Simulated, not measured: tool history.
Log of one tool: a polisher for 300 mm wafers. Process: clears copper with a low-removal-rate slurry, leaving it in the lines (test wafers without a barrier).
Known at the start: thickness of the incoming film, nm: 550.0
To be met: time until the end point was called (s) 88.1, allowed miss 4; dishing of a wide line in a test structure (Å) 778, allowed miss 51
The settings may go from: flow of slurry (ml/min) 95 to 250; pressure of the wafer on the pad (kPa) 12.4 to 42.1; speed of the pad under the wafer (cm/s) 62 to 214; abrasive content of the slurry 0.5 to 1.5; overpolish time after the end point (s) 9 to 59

run  hour  flow of slurry (ml/min)  pressure of the wafer on the pad (kPa)  speed of the pad under the wafer (cm/s)  abrasive content of the slurry  overpolish time after the end point (s)  time until the end point was called (s)  dishing of a wide line in a test structure (Å)
  1     0                      160                                    26.9                                      138                               1                                       30                                   128.51                                          626.76
  2   3.6                      140                                    26.9                                      138                               1                                       30                                   134.07                                          598.22
  3   9.6                      110                                    26.9                                      138                               1                                       30                                   147.86                                          578.88
  4  14.6                      110                                    26.9                                      138                             0.9                                       30                                   147.31                                          597.97
  5    22                      110                                    26.9                                      172                             0.9                                       30                                   126.49                                          642.71
  6  25.9                      110                                    26.9                                      172                             0.7                                       30                                   132.31                                          595.71
  7  34.9                      110                                    26.9                                      172                             0.7                                       30                                   131.59                                          635.38
  8  41.9                      125                                    27.6                                      172                             0.7                                       30                                   124.33                                          634.35
  9    48                      135                                    28.3                                      172                             0.7                                       30                                   116.79                                          651.89
 10  51.9                      145                                      29                                      172                             0.7                                       30                                   116.26                                          676.44
 11  53.1                      155                                    29.6                                      172                             0.7                                       29                                   112.62                                          683.92
     55.9  -- slurry nozzle cleaned
 12  55.9                      160                                    30.3                                      172                             0.7                                       28                                   102.83                                          704.76
 13  63.9                      165                                    30.3                                      172                             0.7                                       28                                   107.41                                           696.3
 14  65.6                      165                                    30.3                                      172                             0.7                                       28                                   105.24                                             681
 15  68.9                      170                                      31                                      172                             0.7                                       28                                   103.21                                          704.65
 16  75.4                      175                                    31.7                                      172                             0.7                                       28                                   100.29                                          733.55
 17  79.9                      185                                    35.2                                      174                             0.7                                       26                                   93.461                                          703.48
 18  82.5                      190                                    35.2                                      174                             0.7                                       26                                   90.062                                          708.96
 19  85.2                      190                                    35.2                                      174                             0.7                                       27                                   93.094                                          713.85
 20  90.1                      195                                    35.2                                      174                             0.7                                       27                                   92.448                                          735.64

5 next moves are on the table. One of them brings every result within its allowed miss. Which?
  A    95                      180                                    42.1                                      182                             0.6                                       20                                        ?                                               ?
  B    95                      155                                    35.9                                      212                             0.8                                       22                                        ?                                               ?
  C    95                      180                                    33.8                                      182                             0.7                                       22                                        ?                                               ?
  D    95                      195                                    34.5                                      192                             0.6                                       30                                        ?                                               ?
  E    95                      225                                    38.6                                      190                            0.75                                       26                                        ?                                               ?

move  time until the end point was called (s)  dishing of a wide line in a test structure (Å)
   A                                   81.487                                          686.43
   B                                   80.629                                          722.55
   C                                   92.634                                          666.98
   D                                   88.849                                          800.67
   E                                    79.01                                          796.47
A: takes the result that was furthest off past its target
B: takes the result that was furthest off past its target
C: further off than the last run
D: meets every target
E: takes the result that was furthest off past its target
Answer: D

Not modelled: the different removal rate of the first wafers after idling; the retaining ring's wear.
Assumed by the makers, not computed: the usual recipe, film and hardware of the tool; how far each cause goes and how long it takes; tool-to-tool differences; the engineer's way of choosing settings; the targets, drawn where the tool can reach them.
